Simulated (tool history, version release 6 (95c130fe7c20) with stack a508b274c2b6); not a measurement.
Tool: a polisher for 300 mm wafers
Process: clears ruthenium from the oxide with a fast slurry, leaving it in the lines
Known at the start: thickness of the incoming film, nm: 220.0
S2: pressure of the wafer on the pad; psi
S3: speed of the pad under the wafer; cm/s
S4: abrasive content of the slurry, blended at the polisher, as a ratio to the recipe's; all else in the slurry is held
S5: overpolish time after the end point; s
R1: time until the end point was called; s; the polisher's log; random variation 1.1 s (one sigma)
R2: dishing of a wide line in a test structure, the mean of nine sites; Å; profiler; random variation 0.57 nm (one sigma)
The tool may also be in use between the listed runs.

Run 1, hour 0.0: flow of slurry (ml/min) 250, S2 2.1 psi, S3 112 cm/s, S4 1.0, S5 25 s. Result: R1 60.285 s, R2 350.22 Å.
Run 2, hour 4.4: flow of slurry (ml/min) 290, S2 2.1 psi, S3 112 cm/s, S4 1.0, S5 25 s. Result: R1 60.891 s, R2 363.82 Å.
Run 3, hour 9.3: flow of slurry (ml/min) 290, S2 1.9 psi, S3 108 cm/s, S4 1.0, S5 25 s. Result: R1 67.058 s, R2 334.69 Å.
Run 4, hour 13.7: flow of slurry (ml/min) 260, S2 1.9 psi, S3 108 cm/s, S4 1.0, S5 25 s. Result: R1 68.206 s, R2 343.10 Å.
Run 5, hour 15.1: flow of slurry (ml/min) 205, S2 1.9 psi, S3 108 cm/s, S4 1.0, S5 25 s. Result: R1 70.061 s, R2 355.01 Å.
Run 6, hour 21.7: flow of slurry (ml/min) 205, S2 1.9 psi, S3 96 cm/s, S4 1.0, S5 25 s. Result: R1 78.732 s, R2 321.53 Å.
Run 7, hour 24.7: flow of slurry (ml/min) 205, S2 1.8 psi, S3 94 cm/s, S4 1.0, S5 26 s. Result: R1 83.665 s, R2 316.57 Å.
Run 8, hour 26.6: flow of slurry (ml/min) 205, S2 1.7 psi, S3 92 cm/s, S4 1.0, S5 27 s. Result: R1 90.434 s, R2 308.05 Å.
Run 9, hour 29.5: flow of slurry (ml/min) 200, S2 1.6 psi, S3 92 cm/s, S4 1.0, S5 29 s. Result: R1 96.850 s, R2 309.50 Å.
Run 10, hour 33.1: flow of slurry (ml/min) 200, S2 1.5 psi, S3 92 cm/s, S4 1.0, S5 30 s. Result: R1 102.790 s, R2 313.78 Å.
Run 11, hour 37.8: flow of slurry (ml/min) 200, S2 1.4 psi, S3 92 cm/s, S4 1.0, S5 30 s. Result: R1 111.040 s, R2 302.54 Å.
Run 12, hour 40.5: flow of slurry (ml/min) 200, S2 1.4 psi, S3 92 cm/s, S4 1.0, S5 31 s. Result: R1 108.590 s, R2 318.15 Å.

Run 13 comes next. What will it give?
Run 13, hour 41.8: flow of slurry (ml/min) 200, S2 1.3 psi, S3 92 cm/s, S4 1.0, S5 31 s. Result: R1 ?, R2 ?.

Run 13 gave R1 118.830 s, R2 294.84 Å.
